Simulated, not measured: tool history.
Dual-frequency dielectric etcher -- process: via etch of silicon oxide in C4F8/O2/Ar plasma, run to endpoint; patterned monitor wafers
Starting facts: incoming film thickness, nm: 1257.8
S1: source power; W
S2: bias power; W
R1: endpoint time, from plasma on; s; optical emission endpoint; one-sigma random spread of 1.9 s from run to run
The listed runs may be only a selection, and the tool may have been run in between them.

| run | hour | S1 | S2 | R1 |
|---|---|---|---|---|
| 1 | 0 | 2230 | 2702 | 224.15 |
| 2 | 2.9 | 2630 | 2702 | 211.03 |
| 3 | 10.1 | 2480 | 2591 | 219.47 |
| 4 | 12.5 | 2790 | 2591 | 213.79 |
| 5 | 13.3 | 2790 | 2802 | 207.72 |
| 6 | 22.2 | 2390 | 2802 | 214.59 |
| 7 | 27.9 | 2290 | 2657 | 223.19 |
| 8 | 32.1 | 2190 | 2542 | 226.37 |
| 9 | 39.8 | 2070 | 2416 | 239.69 |
| 10 | 47 | 1620 | 2282 | 258.81 |
| 11 | 52.6 | 1590 | 2259 | 263.23 |
| 12 | 54.5 | 1590 | 2259 | 264.73 |
| 13 | 55.8 | 1570 | 2251 | 263.31 |
| 14 | 60.6 | 1550 | 2239 | 265.51 |

For run 15, what comes out?
| 15 | 63.1 | 1530 | 2231 | ? |

Run 15 measured R1 265.61 s.

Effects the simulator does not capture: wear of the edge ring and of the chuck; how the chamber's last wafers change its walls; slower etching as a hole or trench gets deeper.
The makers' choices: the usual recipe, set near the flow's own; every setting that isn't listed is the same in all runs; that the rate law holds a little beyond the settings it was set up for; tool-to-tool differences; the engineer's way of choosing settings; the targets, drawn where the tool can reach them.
